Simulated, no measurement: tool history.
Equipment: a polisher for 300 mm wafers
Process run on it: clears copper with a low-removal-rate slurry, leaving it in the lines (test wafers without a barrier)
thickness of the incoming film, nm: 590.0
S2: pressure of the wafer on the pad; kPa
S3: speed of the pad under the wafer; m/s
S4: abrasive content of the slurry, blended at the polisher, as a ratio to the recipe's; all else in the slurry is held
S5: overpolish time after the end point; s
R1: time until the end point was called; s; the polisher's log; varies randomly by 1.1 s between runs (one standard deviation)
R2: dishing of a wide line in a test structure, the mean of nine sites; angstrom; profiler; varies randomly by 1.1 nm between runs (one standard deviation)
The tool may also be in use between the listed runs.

{"run": 1, "hour": 0.0, "flow of slurry (ml/min)": 225, "S2": 24.1, "S3": 1.32, "S4": 1.0, "S5": 13, "R1": 128.16, "R2": 338.57}
{"run": 2, "hour": 1.6, "flow of slurry (ml/min)": 225, "S2": 24.1, "S3": 1.32, "S4": 1.0, "S5": 17, "R1": 128.07, "R2": 402.45}
{"run": 3, "hour": 2.9, "flow of slurry (ml/min)": 225, "S2": 24.1, "S3": 1.32, "S4": 0.8, "S5": 17, "R1": 128.39, "R2": 410.31}
{"run": 4, "hour": 12.0, "flow of slurry (ml/min)": 225, "S2": 26.2, "S3": 1.38, "S4": 0.8, "S5": 17, "R1": 112.54, "R2": 436.28}
{"run": 5, "hour": 13.3, "flow of slurry (ml/min)": 225, "S2": 28.3, "S3": 1.42, "S4": 0.8, "S5": 17, "R1": 104.58, "R2": 469.88}
{"run": 6, "hour": 19.7, "flow of slurry (ml/min)": 225, "S2": 28.3, "S3": 1.42, "S4": 0.65, "S5": 17, "R1": 107.91, "R2": 456.0}
{"run": 7, "hour": 26.0, "flow of slurry (ml/min)": 225, "S2": 29.6, "S3": 1.48, "S4": 0.65, "S5": 17, "R1": 102.65, "R2": 485.56}
{"run": 8, "hour": 34.1, "flow of slurry (ml/min)": 225, "S2": 31.0, "S3": 1.58, "S4": 0.65, "S5": 17, "R1": 88.904, "R2": 514.75}
{"run": 9, "hour": 39.4, "flow of slurry (ml/min)": 225, "S2": 32.4, "S3": 1.62, "S4": 0.65, "S5": 17, "R1": 83.296, "R2": 526.26}
{"run": 10, "hour": 44.6, "flow of slurry (ml/min)": 225, "S2": 33.1, "S3": 1.66, "S4": 0.65, "S5": 17, "R1": 79.798, "R2": 561.53}

Forecast run 11:
{"run": 11, "hour": 51.8, "flow of slurry (ml/min)": 225, "S2": 33.8, "S3": 1.7, "S4": 0.65, "S5": 17, "R1": "?", "R2": "?"}

For run 11 the tool returned R1 73.728 s, R2 572.76 angstrom.
